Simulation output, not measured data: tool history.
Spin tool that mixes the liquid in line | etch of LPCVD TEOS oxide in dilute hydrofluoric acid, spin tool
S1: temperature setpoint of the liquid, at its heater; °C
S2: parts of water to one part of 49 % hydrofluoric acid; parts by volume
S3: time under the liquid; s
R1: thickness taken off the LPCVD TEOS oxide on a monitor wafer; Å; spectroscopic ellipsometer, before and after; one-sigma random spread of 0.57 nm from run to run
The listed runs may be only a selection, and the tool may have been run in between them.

run 1 hour=0.0 | S1=21.0 S2=50 S3=175 | R1=1044.40
run 2 hour=0.8 | S1=20.0 S2=55 S3=175 | R1=894.53
run 3 hour=4.1 | S1=19.0 S2=60 S3=175 | R1=798.65
run 4 hour=11.8 | S1=18.5 S2=65 S3=175 | R1=711.73
run 5 hour=12.5 | S1=18.0 S2=65 S3=175 | R1=696.74
run 6 hour=14.8 | S1=18.0 S2=65 S3=190 | R1=761.07
run 7 hour=18.4 | S1=17.5 S2=65 S3=190 | R1=744.66

Run 8 is up next; what results do you expect?
run 8 hour=24.4 | S1=17.0 S2=70 S3=190 | R1=?

For run 8 the tool returned R1 668.48 Å.
